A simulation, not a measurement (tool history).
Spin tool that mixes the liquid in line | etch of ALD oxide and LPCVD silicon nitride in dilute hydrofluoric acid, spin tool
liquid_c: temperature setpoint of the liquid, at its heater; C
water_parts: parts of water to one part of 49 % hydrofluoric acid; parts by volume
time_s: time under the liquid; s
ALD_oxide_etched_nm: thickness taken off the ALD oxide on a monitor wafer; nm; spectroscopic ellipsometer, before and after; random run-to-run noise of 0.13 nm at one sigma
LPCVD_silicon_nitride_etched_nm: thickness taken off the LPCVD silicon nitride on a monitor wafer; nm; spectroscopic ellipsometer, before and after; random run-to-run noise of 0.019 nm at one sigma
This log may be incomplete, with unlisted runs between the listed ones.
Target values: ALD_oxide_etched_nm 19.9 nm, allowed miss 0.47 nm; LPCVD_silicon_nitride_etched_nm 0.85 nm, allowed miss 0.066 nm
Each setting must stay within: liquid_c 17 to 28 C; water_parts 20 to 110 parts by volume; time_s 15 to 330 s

run	hour	liquid_c	water_parts	time_s	ALD_oxide_etched_nm	LPCVD_silicon_nitride_etched_nm
1	0	20	60	170	32.26	1.3519
2	1.2	17	60	170	28.268	1.129
3	2.3	17	60	225	37.295	1.4751
4	3.2	17	60	265	44.139	1.7037
5	5.5	17	70	265	36.982	1.4935
6	10.3	17	70	265	37.278	1.4786
# hour 14.6: hydrofluoric acid flow meter replaced
7	14.6	17	80	265	28.839	1.1396
8	21.2	17.5	85	265	27.899	1.1302
9	25.2	17.5	90	265	25.875	1.0984
10	28.1	17.5	95	265	24.418	1.0192
11	33.1	18	110	265	21.507	0.94419
12	37.9	18	110	265	21.323	0.92854
13	46	17.5	110	265	20.634	0.90402

Exercise: of the 4 proposed moves below, exactly one satisfies all targets within the stated allowed misses. Which move is it?
A	54.1	23.5	110	200	?	?
B	54.1	21	110	235	?	?
C	54.1	17.5	100	230	?	?
D	54.1	26.5	110	170	?	?

move	ALD_oxide_etched_nm	LPCVD_silicon_nitride_etched_nm
A	20.134	1.0217
B	21.407	1.0164
C	20.169	0.85925
D	19.236	1.0556
A: gets the furthest-off result to its target, but another result is out of tolerance
B: lands further from the targets than the last run did
C: hits every target within its allowed miss
D: takes the biggest miss from the last run beyond its target
C is the move that brings every result within its allowed miss.

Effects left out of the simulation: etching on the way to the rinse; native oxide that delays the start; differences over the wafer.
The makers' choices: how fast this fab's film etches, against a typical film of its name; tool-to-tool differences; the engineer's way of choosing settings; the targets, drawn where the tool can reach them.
